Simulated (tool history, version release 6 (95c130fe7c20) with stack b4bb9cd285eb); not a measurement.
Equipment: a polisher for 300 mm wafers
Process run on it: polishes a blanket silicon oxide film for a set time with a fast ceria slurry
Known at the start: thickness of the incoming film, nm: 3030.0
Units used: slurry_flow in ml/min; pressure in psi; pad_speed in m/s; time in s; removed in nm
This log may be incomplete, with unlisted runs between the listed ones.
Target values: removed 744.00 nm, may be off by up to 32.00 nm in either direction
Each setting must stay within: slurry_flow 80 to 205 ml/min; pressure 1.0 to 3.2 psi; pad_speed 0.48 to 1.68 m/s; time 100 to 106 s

run,hour,slurry_flow,pressure,pad_speed,time,removed
1,0.0,135,2.1,1.08,100,944.67
2,3.9,135,2.0,1.08,100,913.98
3,4.9,135,2.4,1.08,100,1041.40
4,10.0,135,2.4,1.34,100,1302.00
5,19.0,135,2.4,1.34,100,1265.30
6,20.7,105,2.4,1.34,100,1234.20
7,29.7,105,2.1,1.32,100,1063.60
8,35.7,105,1.9,1.30,100,1003.80
# hour 42.2: head pressure recalibrated
9,42.2,100,1.3,1.24,100,799.94

4 next moves are on the table. One of them brings every result within its allowed miss. Which?
A,48.7,100,1.3,1.24,103,?
B,48.7,85,1.2,1.22,105,?
C,48.7,85,1.4,1.30,100,?
D,48.7,95,1.3,1.32,100,?

move,removed
A,817.73
B,744.69
C,832.44
D,832.11
A: moves away from the targets compared with the last run
B: in spec on every target
C: moves away from the targets compared with the last run
D: moves away from the targets compared with the last run
Move B is the one to make.

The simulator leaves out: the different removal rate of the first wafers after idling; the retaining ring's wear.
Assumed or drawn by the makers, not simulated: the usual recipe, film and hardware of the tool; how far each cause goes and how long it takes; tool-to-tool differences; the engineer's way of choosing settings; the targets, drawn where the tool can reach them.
